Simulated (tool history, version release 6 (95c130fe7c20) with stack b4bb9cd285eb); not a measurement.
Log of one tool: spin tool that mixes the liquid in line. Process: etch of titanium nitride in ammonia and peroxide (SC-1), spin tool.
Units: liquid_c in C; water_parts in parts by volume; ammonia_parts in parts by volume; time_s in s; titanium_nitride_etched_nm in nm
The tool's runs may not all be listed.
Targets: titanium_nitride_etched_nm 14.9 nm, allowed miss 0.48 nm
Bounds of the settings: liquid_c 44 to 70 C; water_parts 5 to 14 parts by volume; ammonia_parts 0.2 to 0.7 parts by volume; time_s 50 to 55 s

run	day	liquid_c	water_parts	ammonia_parts	time_s	titanium_nitride_etched_nm
1	0	60	7.5	0.4	50	7.149
2	0.058	63	7	0.4	50	9.1475
3	0.267	63	7	0.3	50	8.584
4	0.346	65	6.5	0.3	50	10.273
5	0.679	65	8.5	0.3	50	8.7914
6	1.05	70	8.5	0.3	50	12.196
7	1.238	70	7.5	0.3	50	13.007
8	1.446	70	7	0.3	50	13.438
9	1.692	70	6.5	0.3	50	14.143

5 next moves are on the table. One of them brings every result within its allowed miss. Which?
A	1.938	70	7.5	0.35	55	?
B	1.938	70	5	0.2	55	?
C	1.938	69	5.5	0.25	50	?
D	1.938	68.5	6.5	0.2	55	?
E	1.938	69.5	6.5	0.25	50	?

move	titanium_nitride_etched_nm
A	14.897
B	16.49
C	14.001
D	13.193
E	13.293
A: meets every target
B: takes the result that was furthest off past its target
C: further off than the last run
D: further off than the last run
E: further off than the last run
Move A is the one to make.
